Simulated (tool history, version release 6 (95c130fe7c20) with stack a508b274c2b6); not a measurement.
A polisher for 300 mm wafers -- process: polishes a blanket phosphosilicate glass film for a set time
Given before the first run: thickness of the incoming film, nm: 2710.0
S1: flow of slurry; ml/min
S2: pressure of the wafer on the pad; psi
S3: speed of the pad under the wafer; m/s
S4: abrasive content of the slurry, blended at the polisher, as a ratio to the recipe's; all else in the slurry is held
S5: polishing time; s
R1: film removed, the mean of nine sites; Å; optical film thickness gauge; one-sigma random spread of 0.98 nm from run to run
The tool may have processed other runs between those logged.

run	hour	S1	S2	S3	S4	S5	R1
1	0.0	320	2.2	1.04	1.0	30	1853.2
2	0.6	320	2.2	1.04	1.0	27	1660.9
3	4.2	320	2.1	1.04	1.0	27	1592.5
4	8.8	320	2.1	1.24	1.0	27	1822.5
5	11.5	320	1.9	1.24	1.0	27	1694.0
6	12.0	320	1.9	1.46	1.0	27	1962.3

Run 7 is up next; what results do you expect?
7	15.0	320	1.7	1.46	1.0	27	?

R1: 1756.0 Å

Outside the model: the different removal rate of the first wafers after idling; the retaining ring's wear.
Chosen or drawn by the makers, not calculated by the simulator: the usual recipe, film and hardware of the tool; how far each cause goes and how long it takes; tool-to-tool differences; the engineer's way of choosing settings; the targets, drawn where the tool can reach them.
